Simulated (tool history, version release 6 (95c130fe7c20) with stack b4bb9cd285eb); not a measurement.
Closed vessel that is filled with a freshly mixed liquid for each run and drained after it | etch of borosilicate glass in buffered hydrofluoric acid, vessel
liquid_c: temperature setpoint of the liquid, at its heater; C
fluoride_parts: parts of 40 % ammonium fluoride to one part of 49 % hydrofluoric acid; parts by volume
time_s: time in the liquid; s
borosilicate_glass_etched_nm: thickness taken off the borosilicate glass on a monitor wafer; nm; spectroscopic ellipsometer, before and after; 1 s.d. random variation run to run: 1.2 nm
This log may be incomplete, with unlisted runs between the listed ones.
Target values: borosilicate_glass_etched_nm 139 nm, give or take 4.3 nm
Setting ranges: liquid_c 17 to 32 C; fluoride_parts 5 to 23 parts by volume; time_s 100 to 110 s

run 1 hour=0 | liquid_c=25 fluoride_parts=14 time_s=100 | borosilicate_glass_etched_nm=96.438
run 2 hour=3.9 | liquid_c=25 fluoride_parts=14 time_s=110 | borosilicate_glass_etched_nm=104.86
run 3 hour=12.6 | liquid_c=25 fluoride_parts=12 time_s=110 | borosilicate_glass_etched_nm=123.21
run 4 hour=21 | liquid_c=21.5 fluoride_parts=12 time_s=110 | borosilicate_glass_etched_nm=101.95
run 5 hour=22.4 | liquid_c=21.5 fluoride_parts=10.5 time_s=110 | borosilicate_glass_etched_nm=116.69
run 6 hour=26.9 | liquid_c=21.5 fluoride_parts=10.5 time_s=100 | borosilicate_glass_etched_nm=105.89
run 7 hour=31.2 | liquid_c=22.5 fluoride_parts=10.5 time_s=100 | borosilicate_glass_etched_nm=112.38
run 8 hour=31.9 | liquid_c=23 fluoride_parts=10.5 time_s=100 | borosilicate_glass_etched_nm=115.44
run 9 hour=38.7 | liquid_c=23.5 fluoride_parts=10.5 time_s=100 | borosilicate_glass_etched_nm=117.12
run 10 hour=42 | liquid_c=24 fluoride_parts=10.5 time_s=100 | borosilicate_glass_etched_nm=120.25
run 11 hour=46.9 | liquid_c=24.5 fluoride_parts=10.5 time_s=100 | borosilicate_glass_etched_nm=123.79
run 12 hour=55.2 | liquid_c=25 fluoride_parts=10.5 time_s=100 | borosilicate_glass_etched_nm=127.84
run 13 hour=58.2 | liquid_c=26 fluoride_parts=10.5 time_s=100 | borosilicate_glass_etched_nm=133.67

4 candidate next runs follow, results not yet known. Just one meets every target within its allowed miss. Identify it.
run A hour=61.2 | liquid_c=27.5 fluoride_parts=11 time_s=100 | borosilicate_glass_etched_nm=?
run B hour=61.2 | liquid_c=22.5 fluoride_parts=10.5 time_s=110 | borosilicate_glass_etched_nm=?
run C hour=61.2 | liquid_c=26.5 fluoride_parts=12.5 time_s=105 | borosilicate_glass_etched_nm=?
run D hour=61.2 | liquid_c=26 fluoride_parts=11 time_s=100 | borosilicate_glass_etched_nm=?

move=A borosilicate_glass_etched_nm=138.3
move=B borosilicate_glass_etched_nm=122.08
move=C borosilicate_glass_etched_nm=121.46
move=D borosilicate_glass_etched_nm=127.8
A: in spec on every target
B: further off than the last run
C: further off than the last run
D: further off than the last run
Answer: A
